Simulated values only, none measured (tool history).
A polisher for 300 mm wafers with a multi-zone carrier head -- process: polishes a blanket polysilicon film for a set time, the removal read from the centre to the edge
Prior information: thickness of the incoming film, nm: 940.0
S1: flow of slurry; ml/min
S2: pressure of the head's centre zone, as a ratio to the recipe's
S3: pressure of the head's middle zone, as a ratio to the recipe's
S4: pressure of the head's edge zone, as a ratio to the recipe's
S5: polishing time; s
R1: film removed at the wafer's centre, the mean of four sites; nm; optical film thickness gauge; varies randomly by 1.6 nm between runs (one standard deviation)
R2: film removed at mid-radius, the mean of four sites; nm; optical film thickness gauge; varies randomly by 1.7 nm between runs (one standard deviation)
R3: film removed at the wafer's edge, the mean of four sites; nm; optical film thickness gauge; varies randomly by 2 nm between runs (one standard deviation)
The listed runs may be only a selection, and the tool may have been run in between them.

Run 1, day 0.000: S1 185 ml/min, S2 1.00, S3 1.00, S4 1.00, S5 41 s. Result: R1 226.21 nm, R2 228.69 nm, R3 222.73 nm.
Run 2, day 0.042: S1 185 ml/min, S2 1.00, S3 1.00, S4 0.94, S5 41 s. Result: R1 230.12 nm, R2 227.26 nm, R3 215.17 nm.
Run 3, day 0.142: S1 185 ml/min, S2 1.00, S3 1.00, S4 0.94, S5 36 s. Result: R1 201.62 nm, R2 197.29 nm, R3 197.22 nm.
Run 4, day 0.362: S1 140 ml/min, S2 1.00, S3 1.00, S4 0.94, S5 36 s. Result: R1 189.19 nm, R2 189.28 nm, R3 182.93 nm.
Run 5, day 0.408: S1 135 ml/min, S2 0.98, S3 0.97, S4 0.94, S5 36 s. Result: R1 181.88 nm, R2 178.38 nm, R3 184.05 nm.
Run 6, day 0.596: S1 130 ml/min, S2 0.97, S3 0.96, S4 0.93, S5 36 s. Result: R1 180.94 nm, R2 178.31 nm, R3 179.86 nm.
Run 7, day 0.938: S1 125 ml/min, S2 0.95, S3 0.94, S4 0.93, S5 36 s. Result: R1 175.06 nm, R2 173.91 nm, R3 179.44 nm.
Run 8, day 0.983: S1 125 ml/min, S2 0.94, S3 0.92, S4 0.93, S5 36 s. Result: R1 168.47 nm, R2 172.13 nm, R3 179.75 nm.
Run 9, day 1.254: S1 125 ml/min, S2 0.94, S3 0.90, S4 0.93, S5 36 s. Result: R1 169.90 nm, R2 169.85 nm, R3 177.54 nm.
Run 10, day 1.588: S1 110 ml/min, S2 0.87, S3 0.81, S4 0.98, S5 34 s. Result: R1 142.30 nm, R2 144.35 nm, R3 169.32 nm.

Run 11 has not been measured yet. What should we expect?
Run 11, day 1.858: S1 115 ml/min, S2 0.88, S3 0.81, S4 0.98, S5 34 s. Result: R1 ?, R2 ?, R3 ?.

{"run 11": {"R1": 147.0, "R2": 142.67, "R3": 171.34}}
